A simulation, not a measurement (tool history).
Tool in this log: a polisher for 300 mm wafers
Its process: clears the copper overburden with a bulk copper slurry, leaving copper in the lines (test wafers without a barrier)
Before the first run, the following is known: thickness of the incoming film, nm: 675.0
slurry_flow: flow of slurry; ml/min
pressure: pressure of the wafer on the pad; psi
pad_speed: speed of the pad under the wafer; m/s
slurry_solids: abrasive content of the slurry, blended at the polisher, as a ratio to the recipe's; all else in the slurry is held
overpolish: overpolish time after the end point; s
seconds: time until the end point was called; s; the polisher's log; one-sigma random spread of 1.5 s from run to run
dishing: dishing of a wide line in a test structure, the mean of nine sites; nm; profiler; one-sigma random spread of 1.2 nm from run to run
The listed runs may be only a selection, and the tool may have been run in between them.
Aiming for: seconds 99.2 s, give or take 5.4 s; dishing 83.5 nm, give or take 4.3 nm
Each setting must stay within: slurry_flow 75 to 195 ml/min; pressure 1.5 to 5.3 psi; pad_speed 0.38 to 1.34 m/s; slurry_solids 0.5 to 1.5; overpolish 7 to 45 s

run  hour  slurry_flow  pressure  pad_speed  slurry_solids  overpolish  seconds  dishing
  1     0          125       3.4       0.86              1          23   74.734   98.583
  2   4.8          125       3.4       0.74              1          23   84.553   91.291
  3  11.2          125       3.3       0.74              1          23   89.856   91.075
  4  16.9          125       3.3       0.74              1          30   89.648   108.59
  5  24.3          125       3.3       0.74            1.2          30   86.312    107.2
  6  28.7          125       3.2       0.74            1.2          29     86.8   101.74
  7  36.5          125       3.1       0.74            1.2          28   90.585   100.52
  8  40.5          125       2.8       0.74            1.2          20   99.959   75.798
  9  43.1          125       2.8       0.74            1.2          20   98.156   77.203

5 candidate next runs follow, results not yet known. Just one meets every target within its allowed miss. Identify it.
  A  45.7          115         3       0.68            1.2          19        ?        ?
  B  45.7          165       3.7       0.58            1.2          17        ?        ?
  C  45.7          140       2.7       0.88           1.35          28        ?        ?
  D  45.7          110       2.6       0.82            1.3          24        ?        ?
  E  45.7          125       2.9       0.86           1.25          19        ?        ?

move  seconds  dishing
   A   101.65   71.807
   B   90.085    74.28
   C   86.726   95.825
   D   99.085    82.16
   E   84.928   80.014
A: moves away from the targets compared with the last run
B: moves away from the targets compared with the last run
C: moves the result that the last run missed by most past its target, out the other side
D: all results in spec
E: gets the furthest-off result to its target, but another result is out of tolerance
The right move is D.

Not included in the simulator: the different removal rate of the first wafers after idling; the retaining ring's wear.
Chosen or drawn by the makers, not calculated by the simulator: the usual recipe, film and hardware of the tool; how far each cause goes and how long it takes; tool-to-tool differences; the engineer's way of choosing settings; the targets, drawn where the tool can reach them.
